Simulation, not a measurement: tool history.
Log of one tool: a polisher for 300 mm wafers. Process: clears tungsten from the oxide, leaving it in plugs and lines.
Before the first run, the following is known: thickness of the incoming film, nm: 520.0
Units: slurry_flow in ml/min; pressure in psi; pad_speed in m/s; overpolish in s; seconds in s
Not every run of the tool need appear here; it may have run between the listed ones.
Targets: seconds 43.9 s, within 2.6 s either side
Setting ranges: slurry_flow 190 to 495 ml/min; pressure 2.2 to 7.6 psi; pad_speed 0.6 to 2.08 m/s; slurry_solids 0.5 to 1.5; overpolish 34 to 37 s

run 1 hour=0 | slurry_flow=320 pressure=4.9 pad_speed=1.34 slurry_solids=1 overpolish=34 | seconds=72.507
run 2 hour=4.4 | slurry_flow=320 pressure=4 pad_speed=1.34 slurry_solids=1 overpolish=34 | seconds=88.539
run 3 hour=10.4 | slurry_flow=320 pressure=4 pad_speed=1.66 slurry_solids=1 overpolish=34 | seconds=73.696
run 4 hour=18.3 | slurry_flow=320 pressure=4.2 pad_speed=1.66 slurry_solids=1 overpolish=34 | seconds=70.807
run 5 hour=19.8 | slurry_flow=320 pressure=4.2 pad_speed=1.4 slurry_solids=1 overpolish=34 | seconds=79.91
run 6 hour=27.8 | slurry_flow=320 pressure=4.5 pad_speed=1.42 slurry_solids=1 overpolish=34 | seconds=74.888
run 7 hour=29.9 | slurry_flow=320 pressure=4.7 pad_speed=1.42 slurry_solids=1 overpolish=34 | seconds=72.734
run 8 hour=32.1 | slurry_flow=320 pressure=4.9 pad_speed=1.44 slurry_solids=1 overpolish=34 | seconds=67.347
run 9 hour=38.7 | slurry_flow=320 pressure=5.1 pad_speed=1.44 slurry_solids=1 overpolish=34 | seconds=67.295
run 10 hour=41.2 | slurry_flow=320 pressure=5.3 pad_speed=1.46 slurry_solids=1 overpolish=34 | seconds=62.518
run 11 hour=45.1 | slurry_flow=320 pressure=6.7 pad_speed=1.52 slurry_solids=1 overpolish=34 | seconds=48.283

Which of these 5 next moves meets every target?
run A hour=49 | slurry_flow=305 pressure=6.3 pad_speed=1.3 slurry_solids=1 overpolish=35 | seconds=?
run B hour=49 | slurry_flow=240 pressure=5.9 pad_speed=1.7 slurry_solids=1.05 overpolish=37 | seconds=?
run C hour=49 | slurry_flow=310 pressure=6.5 pad_speed=1.86 slurry_solids=0.9 overpolish=37 | seconds=?
run D hour=49 | slurry_flow=350 pressure=6.4 pad_speed=1.64 slurry_solids=0.9 overpolish=34 | seconds=?
run E hour=49 | slurry_flow=320 pressure=7.3 pad_speed=1.72 slurry_solids=1.1 overpolish=37 | seconds=?

move=A seconds=56.264
move=B seconds=50.496
move=C seconds=43.04
move=D seconds=47.438
move=E seconds=39.013
A: lands further from the targets than the last run did
B: lands further from the targets than the last run did
C: all results land within tolerance of their targets
D: closes in on the targets versus the last run, not all within tolerance yet
E: takes the biggest miss from the last run beyond its target
The move that meets every target is C.

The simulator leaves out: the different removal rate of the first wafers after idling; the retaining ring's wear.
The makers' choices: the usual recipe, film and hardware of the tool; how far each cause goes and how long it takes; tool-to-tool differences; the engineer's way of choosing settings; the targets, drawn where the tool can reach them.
